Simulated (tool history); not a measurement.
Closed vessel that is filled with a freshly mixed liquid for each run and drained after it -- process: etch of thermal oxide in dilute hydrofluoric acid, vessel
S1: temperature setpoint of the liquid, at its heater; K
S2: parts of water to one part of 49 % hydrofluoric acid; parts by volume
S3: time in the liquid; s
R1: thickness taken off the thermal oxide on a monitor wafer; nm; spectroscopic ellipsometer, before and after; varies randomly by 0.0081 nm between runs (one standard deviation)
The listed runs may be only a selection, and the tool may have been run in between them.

| run | hour | S1 | S2 | S3 | R1 |
|---|---|---|---|---|---|
| 1 | 0 | 299.15 | 270 | 140 | 1.9789 |
| 2 | 6.1 | 299.15 | 270 | 140 | 1.9862 |
| 3 | 6.9 | 299.15 | 180 | 140 | 3.2723 |
| 4 | 9.7 | 299.15 | 85 | 140 | 7.7075 |
| 5 | 15.5 | 299.15 | 165 | 140 | 3.6448 |
| 6 | 17 | 301.15 | 165 | 140 | 3.9017 |

Expected results for the next run?
| 7 | 22.5 | 301.15 | 215 | 140 | ? |

R1: 2.8498 nm
